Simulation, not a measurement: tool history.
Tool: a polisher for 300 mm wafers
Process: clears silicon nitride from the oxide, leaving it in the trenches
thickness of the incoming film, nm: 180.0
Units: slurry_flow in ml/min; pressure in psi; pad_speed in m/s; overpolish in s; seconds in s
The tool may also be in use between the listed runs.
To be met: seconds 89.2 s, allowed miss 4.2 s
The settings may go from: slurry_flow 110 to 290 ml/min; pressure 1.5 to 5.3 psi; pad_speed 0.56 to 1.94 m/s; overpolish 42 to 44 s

| run | day | slurry_flow | pressure | pad_speed | overpolish | seconds |
|---|---|---|---|---|---|---|
| 1 | 0 | 185 | 3.4 | 1.24 | 42 | 119.57 |
| 2 | 0.254 | 185 | 3.6 | 1.24 | 42 | 112.51 |
| 3 | 0.404 | 185 | 3.8 | 1.24 | 42 | 108.55 |
| 4 | 0.708 | 185 | 4 | 1.24 | 42 | 102.47 |
| 5 | 1.038 | 185 | 4.1 | 1.24 | 42 | 99.804 |
| 6 | 1.275 | 185 | 4.1 | 1.24 | 44 | 100.45 |
| 7 | 1.358 | 185 | 4.2 | 1.24 | 44 | 96.218 |
| 8 | 1.475 | 185 | 4.3 | 1.24 | 44 | 98.791 |
| 9 | 1.808 | 185 | 4.4 | 1.24 | 44 | 95.226 |

Which of these 4 next moves meets every target?
| A | 2.142 | 185 | 4.3 | 1.08 | 43 | ? |
| B | 2.142 | 165 | 3.7 | 1.38 | 44 | ? |
| C | 2.142 | 175 | 4.2 | 1.2 | 42 | ? |
| D | 2.142 | 210 | 3.8 | 1.46 | 42 | ? |

| move | seconds |
|---|---|
| A | 109.05 |
| B | 101.46 |
| C | 101.67 |
| D | 90.135 |
A: further off than the last run
B: further off than the last run
C: further off than the last run
D: meets every target
Answer: D

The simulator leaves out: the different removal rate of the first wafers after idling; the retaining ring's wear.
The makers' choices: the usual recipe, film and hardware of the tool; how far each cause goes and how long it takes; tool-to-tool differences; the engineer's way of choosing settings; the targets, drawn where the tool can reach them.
